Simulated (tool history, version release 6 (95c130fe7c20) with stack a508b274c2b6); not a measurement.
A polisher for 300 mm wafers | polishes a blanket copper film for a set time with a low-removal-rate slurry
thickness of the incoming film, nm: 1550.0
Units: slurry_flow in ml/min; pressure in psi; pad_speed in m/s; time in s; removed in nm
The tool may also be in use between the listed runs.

run,hour,slurry_flow,pressure,pad_speed,slurry_solids,time,removed
1,0,210,1.7,1.08,1,107,227.2
2,7.8,210,1.7,1.08,1,107,222.58
3,9.6,210,1.9,1.08,1,107,248.04
4,17.7,210,2.1,1.08,1,107,271.8
5,19.3,210,1.7,1.08,1,107,226.9
6,23.9,210,1.7,1.08,1.15,107,228.2
7,31.7,210,1.9,1.08,1.15,107,257.69
8,39.6,210,2.1,1.08,1.15,107,278.84
9,40.8,210,2.1,1.08,1.15,107,271.37
10,44.7,210,2.2,1.08,1.15,107,288.59

Forecast run 11:
11,52.4,210,2.3,1.08,1.15,107,?

{"run 11": {"removed": 294.86}}

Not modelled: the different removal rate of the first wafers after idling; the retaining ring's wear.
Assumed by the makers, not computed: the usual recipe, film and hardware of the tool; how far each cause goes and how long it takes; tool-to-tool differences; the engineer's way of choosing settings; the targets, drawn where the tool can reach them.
